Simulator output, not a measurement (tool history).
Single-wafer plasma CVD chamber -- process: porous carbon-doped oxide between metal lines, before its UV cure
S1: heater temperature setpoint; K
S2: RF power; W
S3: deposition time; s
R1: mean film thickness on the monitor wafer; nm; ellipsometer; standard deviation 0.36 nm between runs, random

Run 1, hour 0: S1 563.15 K, S2 425 W, S3 19.6 s. Result: R1 100.33 nm.
Run 2, hour 7.9: S1 556.15 K, S2 430 W, S3 19.6 s. Result: R1 105.82 nm.
Run 3, hour 14.8: S1 551.15 K, S2 435 W, S3 19.6 s. Result: R1 110.74 nm.
Run 4, hour 20.7: S1 548.15 K, S2 435 W, S3 19.6 s. Result: R1 113.09 nm.
Run 5, hour 23.2: S1 548.15 K, S2 435 W, S3 18.6 s. Result: R1 107.35 nm.
Run 6, hour 28.5: S1 548.15 K, S2 435 W, S3 18.6 s. Result: R1 107.31 nm.
Run 7, hour 36.6: S1 539.15 K, S2 465 W, S3 18.7 s. Result: R1 120.94 nm.

The next listed run, before its measurement:
Run 8, hour 45: S1 540.15 K, S2 465 W, S3 18.7 s. Result: R1 ?.

{"run 8": {"R1": 120.11}}

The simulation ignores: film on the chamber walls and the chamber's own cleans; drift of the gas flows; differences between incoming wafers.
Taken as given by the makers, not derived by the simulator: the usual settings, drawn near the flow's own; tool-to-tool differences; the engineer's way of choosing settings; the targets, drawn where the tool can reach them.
